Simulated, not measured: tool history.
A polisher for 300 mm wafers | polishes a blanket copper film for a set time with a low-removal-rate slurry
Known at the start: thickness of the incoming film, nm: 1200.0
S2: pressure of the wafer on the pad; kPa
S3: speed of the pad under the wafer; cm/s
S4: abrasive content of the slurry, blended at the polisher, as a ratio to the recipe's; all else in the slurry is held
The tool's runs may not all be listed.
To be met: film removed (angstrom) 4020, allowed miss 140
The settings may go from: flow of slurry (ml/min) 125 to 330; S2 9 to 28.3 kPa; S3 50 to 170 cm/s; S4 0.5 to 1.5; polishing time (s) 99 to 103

run 1 hour=0 | flow_of_slurry_(ml/min)=210 S2=18.6 S3=110 S4=1 polishing_time_(s)=99 | film_removed_(angstrom)=2523.8
run 2 hour=2.8 | flow_of_slurry_(ml/min)=210 S2=18.6 S3=110 S4=0.85 polishing_time_(s)=99 | film_removed_(angstrom)=2356.3
run 3 hour=5.3 | flow_of_slurry_(ml/min)=210 S2=18.6 S3=98 S4=0.85 polishing_time_(s)=99 | film_removed_(angstrom)=2135.5
run 4 hour=10 | flow_of_slurry_(ml/min)=210 S2=18.6 S3=98 S4=0.7 polishing_time_(s)=99 | film_removed_(angstrom)=2048.3
run 5 hour=16.3 | flow_of_slurry_(ml/min)=210 S2=20.7 S3=100 S4=0.7 polishing_time_(s)=99 | film_removed_(angstrom)=2316.5
run 6 hour=18.9 | flow_of_slurry_(ml/min)=210 S2=22.1 S3=102 S4=0.7 polishing_time_(s)=99 | film_removed_(angstrom)=2457.8
run 7 hour=20.9 | flow_of_slurry_(ml/min)=210 S2=23.4 S3=106 S4=0.7 polishing_time_(s)=99 | film_removed_(angstrom)=2720.7
run 8 hour=27.4 | flow_of_slurry_(ml/min)=210 S2=24.1 S3=110 S4=0.7 polishing_time_(s)=99 | film_removed_(angstrom)=2944.4
run 9 hour=32.9 | flow_of_slurry_(ml/min)=210 S2=24.8 S3=112 S4=0.7 polishing_time_(s)=99 | film_removed_(angstrom)=3003.8
run 10 hour=41.2 | flow_of_slurry_(ml/min)=210 S2=25.5 S3=116 S4=0.7 polishing_time_(s)=99 | film_removed_(angstrom)=3232.2
run 11 hour=49 | flow_of_slurry_(ml/min)=210 S2=26.2 S3=118 S4=0.7 polishing_time_(s)=99 | film_removed_(angstrom)=3375.7

Which of these 5 next moves meets every target?
run A hour=56.8 | flow_of_slurry_(ml/min)=200 S2=28.3 S3=138 S4=0.7 polishing_time_(s)=103 | film_removed_(angstrom)=?
run B hour=56.8 | flow_of_slurry_(ml/min)=190 S2=28.3 S3=150 S4=0.5 polishing_time_(s)=102 | film_removed_(angstrom)=?
run C hour=56.8 | flow_of_slurry_(ml/min)=265 S2=28.3 S3=116 S4=0.8 polishing_time_(s)=103 | film_removed_(angstrom)=?
run D hour=56.8 | flow_of_slurry_(ml/min)=225 S2=28.3 S3=96 S4=0.75 polishing_time_(s)=102 | film_removed_(angstrom)=?
run E hour=56.8 | flow_of_slurry_(ml/min)=220 S2=25.5 S3=128 S4=0.75 polishing_time_(s)=101 | film_removed_(angstrom)=?

move=A film_removed_(angstrom)=4367.7
move=B film_removed_(angstrom)=4288.5
move=C film_removed_(angstrom)=3939.5
move=D film_removed_(angstrom)=3139.3
move=E film_removed_(angstrom)=3706.1
A: takes the result that was furthest off past its target
B: takes the result that was furthest off past its target
C: meets every target
D: further off than the last run
E: nearer than the last run, and not there yet
Answer: C
